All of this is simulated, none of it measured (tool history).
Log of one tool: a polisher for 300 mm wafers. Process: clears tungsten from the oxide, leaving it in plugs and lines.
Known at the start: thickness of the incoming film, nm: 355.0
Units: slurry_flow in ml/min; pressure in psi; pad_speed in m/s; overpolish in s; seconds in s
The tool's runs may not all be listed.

run    day  slurry_flow  pressure  pad_speed  slurry_solids  overpolish  seconds
  1      0          150       3.1       1.06              1           6   81.172
  2  0.054          150       3.1       1.06           0.85           6   81.691
  3   0.35          150       3.5       1.08           0.85           6   72.602
  4    0.7          150       3.5       1.34           0.85           6   60.575
  5  0.888          150       3.5       1.48           0.85           6   55.872
  6  1.108          135       3.5       1.48           0.85           6   55.977
  7    1.2          135       3.7       1.48           0.85           6   51.626

Run 8 comes next. What will it give?
  8  1.225          135       3.8       1.48           0.85           6        ?

{"run 8": {"seconds": 51.769}}
